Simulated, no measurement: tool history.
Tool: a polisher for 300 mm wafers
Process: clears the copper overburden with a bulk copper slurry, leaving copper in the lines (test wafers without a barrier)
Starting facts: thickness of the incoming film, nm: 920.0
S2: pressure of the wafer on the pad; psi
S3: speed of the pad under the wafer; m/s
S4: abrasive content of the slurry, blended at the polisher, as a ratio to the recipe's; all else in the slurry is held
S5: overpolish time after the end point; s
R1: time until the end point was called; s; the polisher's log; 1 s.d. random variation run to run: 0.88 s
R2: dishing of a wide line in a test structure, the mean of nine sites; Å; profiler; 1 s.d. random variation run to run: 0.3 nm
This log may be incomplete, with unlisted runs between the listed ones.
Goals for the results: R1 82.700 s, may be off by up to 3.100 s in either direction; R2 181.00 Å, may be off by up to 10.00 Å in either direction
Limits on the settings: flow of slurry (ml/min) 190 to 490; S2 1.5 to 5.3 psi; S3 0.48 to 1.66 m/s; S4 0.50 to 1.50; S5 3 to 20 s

{"run": 1, "hour": 0.0, "flow of slurry (ml/min)": 315, "S2": 3.4, "S3": 1.06, "S4": 1.0, "S5": 10, "R1": 65.009, "R2": 204.2}
{"run": 2, "hour": 3.7, "flow of slurry (ml/min)": 315, "S2": 3.1, "S3": 1.08, "S4": 1.0, "S5": 8, "R1": 70.899, "R2": 205.8}
{"run": 3, "hour": 7.6, "flow of slurry (ml/min)": 355, "S2": 3.1, "S3": 1.08, "S4": 1.0, "S5": 8, "R1": 69.643, "R2": 201.58}
{"run": 4, "hour": 10.6, "flow of slurry (ml/min)": 355, "S2": 3.1, "S3": 0.98, "S4": 1.0, "S5": 8, "R1": 75.89, "R2": 204.64}
{"run": 5, "hour": 19.4, "flow of slurry (ml/min)": 355, "S2": 3.1, "S3": 0.98, "S4": 0.9, "S5": 8, "R1": 76.023, "R2": 204.39}
{"run": 6, "hour": 28.1, "flow of slurry (ml/min)": 285, "S2": 3.1, "S3": 0.98, "S4": 0.9, "S5": 8, "R1": 79.868, "R2": 200.05}
{"run": 7, "hour": 29.3, "flow of slurry (ml/min)": 285, "S2": 3.1, "S3": 0.98, "S4": 0.9, "S5": 8, "R1": 78.524, "R2": 201.61}
{"run": 8, "hour": 30.5, "flow of slurry (ml/min)": 255, "S2": 3.1, "S3": 0.98, "S4": 0.8, "S5": 6, "R1": 79.86, "R2": 187.9}

Which single option among these 5 for the next run brings every result within its allowed miss of target? Just one does.
{"run": "A", "hour": 31.7, "flow of slurry (ml/min)": 400, "S2": 2.8, "S3": 1.04, "S4": 1.15, "S5": 15, "R1": "?", "R2": "?"}
{"run": "B", "hour": 31.7, "flow of slurry (ml/min)": 200, "S2": 3.1, "S3": 1.1, "S4": 0.75, "S5": 6, "R1": "?", "R2": "?"}
{"run": "C", "hour": 31.7, "flow of slurry (ml/min)": 280, "S2": 2.9, "S3": 1.14, "S4": 0.65, "S5": 6, "R1": "?", "R2": "?"}
{"run": "D", "hour": 31.7, "flow of slurry (ml/min)": 255, "S2": 3.0, "S3": 1.04, "S4": 0.55, "S5": 5, "R1": "?", "R2": "?"}
{"run": "E", "hour": 31.7, "flow of slurry (ml/min)": 455, "S2": 2.8, "S3": 1.06, "S4": 0.7, "S5": 12, "R1": "?", "R2": "?"}

move=A R1=77.622 R2=212.65
move=B R1=77.296 R2=199.35
move=C R1=77.918 R2=198.64
move=D R1=84.278 R2=186.41
move=E R1=81.605 R2=211.64
A: lands further from the targets than the last run did
B: lands further from the targets than the last run did
C: lands further from the targets than the last run did
D: each result inside its tolerance
E: meets the target for the result that was furthest off, but another lies outside its allowed miss
The right move is D.
